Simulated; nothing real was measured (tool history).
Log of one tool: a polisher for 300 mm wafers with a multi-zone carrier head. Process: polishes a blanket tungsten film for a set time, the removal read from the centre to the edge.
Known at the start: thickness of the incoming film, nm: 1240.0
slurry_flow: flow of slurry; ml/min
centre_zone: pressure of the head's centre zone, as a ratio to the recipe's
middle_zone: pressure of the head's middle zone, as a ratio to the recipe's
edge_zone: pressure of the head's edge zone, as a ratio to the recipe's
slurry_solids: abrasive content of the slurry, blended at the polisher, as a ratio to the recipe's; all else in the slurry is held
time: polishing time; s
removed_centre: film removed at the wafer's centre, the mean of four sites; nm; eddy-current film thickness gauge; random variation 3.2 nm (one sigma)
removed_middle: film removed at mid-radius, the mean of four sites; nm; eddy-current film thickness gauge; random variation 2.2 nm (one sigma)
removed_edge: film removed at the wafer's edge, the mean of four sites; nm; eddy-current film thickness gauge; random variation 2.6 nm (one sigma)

Run 1, hour 0: slurry_flow 235 ml/min, centre_zone 1, middle_zone 1, edge_zone 1, slurry_solids 1, time 41 s. Result: removed_centre 218.2 nm, removed_middle 216.73 nm, removed_edge 219.31 nm.
Run 2, hour 7.5: slurry_flow 235 ml/min, centre_zone 1, middle_zone 1, edge_zone 1, slurry_solids 1, time 47 s. Result: removed_centre 252.49 nm, removed_middle 251.23 nm, removed_edge 250.01 nm.
Run 3, hour 15.7: slurry_flow 285 ml/min, centre_zone 1, middle_zone 1, edge_zone 1, slurry_solids 1, time 47 s. Result: removed_centre 247.76 nm, removed_middle 253.62 nm, removed_edge 251.49 nm.
Run 4, hour 18: slurry_flow 285 ml/min, centre_zone 1.08, middle_zone 1, edge_zone 1, slurry_solids 1, time 47 s. Result: removed_centre 278.52 nm, removed_middle 254.97 nm, removed_edge 253.01 nm.
Run 5, hour 21.4: slurry_flow 285 ml/min, centre_zone 1.07, middle_zone 0.99, edge_zone 1.02, slurry_solids 1, time 47 s. Result: removed_centre 280.74 nm, removed_middle 255.49 nm, removed_edge 258 nm.
Run 6, hour 27.5: slurry_flow 285 ml/min, centre_zone 1.07, middle_zone 0.99, edge_zone 0.95, slurry_solids 1, time 47 s. Result: removed_centre 278.9 nm, removed_middle 253.76 nm, removed_edge 248.08 nm.
Run 7, hour 28.7: slurry_flow 285 ml/min, centre_zone 1.06, middle_zone 0.98, edge_zone 0.97, slurry_solids 1.05, time 47 s. Result: removed_centre 275.96 nm, removed_middle 251.87 nm, removed_edge 254.14 nm.
Run 8, hour 32.2: slurry_flow 285 ml/min, centre_zone 1.05, middle_zone 0.98, edge_zone 0.99, slurry_solids 1.1, time 47 s. Result: removed_centre 276.81 nm, removed_middle 257.81 nm, removed_edge 261.3 nm.

The next listed run, before its measurement:
Run 9, hour 41.2: slurry_flow 285 ml/min, centre_zone 1.04, middle_zone 0.98, edge_zone 1.01, slurry_solids 1.1, time 47 s. Result: removed_centre ?, removed_middle ?, removed_edge ?.

Run 9 gave removed_centre 272.73 nm, removed_middle 262.66 nm, removed_edge 263.74 nm.

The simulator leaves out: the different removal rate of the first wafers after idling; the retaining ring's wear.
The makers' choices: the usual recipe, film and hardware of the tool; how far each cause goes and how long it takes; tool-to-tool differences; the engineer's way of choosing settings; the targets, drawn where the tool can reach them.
